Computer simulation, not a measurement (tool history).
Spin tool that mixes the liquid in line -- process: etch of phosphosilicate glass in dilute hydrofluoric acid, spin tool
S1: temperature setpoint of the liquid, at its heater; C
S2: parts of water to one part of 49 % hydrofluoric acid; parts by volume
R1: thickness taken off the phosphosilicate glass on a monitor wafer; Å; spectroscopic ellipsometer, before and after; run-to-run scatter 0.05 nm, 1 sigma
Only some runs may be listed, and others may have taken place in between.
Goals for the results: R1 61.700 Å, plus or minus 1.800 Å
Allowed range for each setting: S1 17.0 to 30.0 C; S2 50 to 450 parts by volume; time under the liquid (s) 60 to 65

Run 1, hour 0.0: S1 22.0 C, S2 250 parts by volume, time under the liquid (s) 60. Result: R1 135.390 Å.
Run 2, hour 3.7: S1 21.0 C, S2 285 parts by volume, time under the liquid (s) 60. Result: R1 110.000 Å.
Run 3, hour 5.9: S1 21.0 C, S2 235 parts by volume, time under the liquid (s) 60. Result: R1 139.810 Å.
Run 4, hour 9.7: S1 22.5 C, S2 235 parts by volume, time under the liquid (s) 60. Result: R1 147.980 Å.
Run 5, hour 15.5: S1 22.5 C, S2 235 parts by volume, time under the liquid (s) 60. Result: R1 146.090 Å.
Run 6, hour 22.8: S1 22.5 C, S2 235 parts by volume, time under the liquid (s) 60. Result: R1 147.300 Å.
Run 7, hour 27.8: S1 21.0 C, S2 275 parts by volume, time under the liquid (s) 60. Result: R1 114.340 Å.
Run 8, hour 30.3: S1 20.0 C, S2 300 parts by volume, time under the liquid (s) 60. Result: R1 98.184 Å.
Run 9, hour 32.5: S1 17.0 C, S2 390 parts by volume, time under the liquid (s) 60. Result: R1 63.831 Å.

4 candidate next runs follow, results not yet known. Just one meets every target within its allowed miss. Identify it.
Run A, hour 34.7: S1 17.0 C, S2 440 parts by volume, time under the liquid (s) 65. Result: R1 ?.
Run B, hour 34.7: S1 17.0 C, S2 395 parts by volume, time under the liquid (s) 60. Result: R1 ?.
Run C, hour 34.7: S1 17.0 C, S2 405 parts by volume, time under the liquid (s) 65. Result: R1 ?.
Run D, hour 34.7: S1 17.5 C, S2 385 parts by volume, time under the liquid (s) 60. Result: R1 ?.

move      R1
   A  58.385
   B  62.142
   C  65.151
   D  65.431
A: takes the result that was furthest off past its target
B: hits every target within its allowed miss
C: misses by more than the last run did
D: misses by more than the last run did
B is the move that brings every result within its allowed miss.
